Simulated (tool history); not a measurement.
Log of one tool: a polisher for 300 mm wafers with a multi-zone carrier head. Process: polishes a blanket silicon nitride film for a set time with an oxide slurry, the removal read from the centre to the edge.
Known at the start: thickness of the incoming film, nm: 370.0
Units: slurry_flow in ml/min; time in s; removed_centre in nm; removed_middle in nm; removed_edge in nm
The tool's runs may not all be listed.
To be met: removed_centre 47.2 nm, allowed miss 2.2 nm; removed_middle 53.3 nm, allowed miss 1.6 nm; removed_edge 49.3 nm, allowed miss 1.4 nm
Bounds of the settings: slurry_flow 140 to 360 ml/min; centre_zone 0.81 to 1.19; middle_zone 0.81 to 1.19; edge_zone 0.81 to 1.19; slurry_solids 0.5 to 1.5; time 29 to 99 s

run,hour,slurry_flow,centre_zone,middle_zone,edge_zone,slurry_solids,time,removed_centre,removed_middle,removed_edge
1,0,230,1,1,1,1,64,40.227,39.581,40.244
2,7.3,240,1,1.04,1.03,1.05,64,41.043,42.597,42.42
3,15.6,280,1,1.04,1.03,1.05,64,41.273,43.134,43.384
4,19.7,280,0.95,1.04,1.03,1.05,64,38.523,43.602,42.788
5,22,280,0.99,1.04,1.03,1.05,64,42.261,42.995,42.395
6,27.7,285,0.99,1.07,1.05,1.1,64,42.378,45.494,45.187
7,31.1,290,1,1.1,1.05,1.1,64,42.416,46.54,44.466
8,33.6,295,1.01,1.12,1.06,1.15,64,45.286,48.491,45.714
9,37.9,315,0.97,1.19,1.15,1.2,64,43.494,53.109,49.09
10,41.1,320,0.98,1.19,1.15,1.2,64,44.218,51.88,48.746
11,45.5,320,0.99,1.19,1.14,1.2,64,45.37,52.032,47.808

Which of these 4 next moves meets every target?
A,49.9,325,1.01,1.18,1.08,1.2,63,?,?,?
B,49.9,360,1.02,1.19,1.15,1.2,64,?,?,?
C,49.9,355,0.99,1.19,1.05,1.15,69,?,?,?
D,49.9,320,1.12,1.05,1.19,1.35,65,?,?,?

move,removed_centre,removed_middle,removed_edge
A,44.436,51.973,46.512
B,46.014,53.617,49.087
C,47.148,56.64,49.521
D,53.407,50.941,53.11
A: further off than the last run
B: meets every target
C: brings the result that was furthest off to its target, and leaves another outside
D: takes the result that was furthest off past its target
The right move is B.
